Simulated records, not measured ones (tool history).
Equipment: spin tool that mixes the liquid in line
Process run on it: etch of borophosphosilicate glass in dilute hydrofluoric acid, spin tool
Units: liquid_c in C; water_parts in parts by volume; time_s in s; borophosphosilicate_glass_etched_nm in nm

run,day,liquid_c,water_parts,time_s,borophosphosilicate_glass_etched_nm
1,0,26,160,60,17.708
2,0.308,26,125,60,23.787
3,0.508,27.5,125,60,25.169
4,0.867,25.5,125,60,23.358
5,1,25.5,125,65,25.234
6,1.242,25.5,125,60,23.399
7,1.279,23.5,135,60,19.951
8,1.4,22,140,60,17.851

What will run 9 give?
9,1.512,21,145,60,?

Run 9 gave borophosphosilicate_glass_etched_nm 16.51 nm.
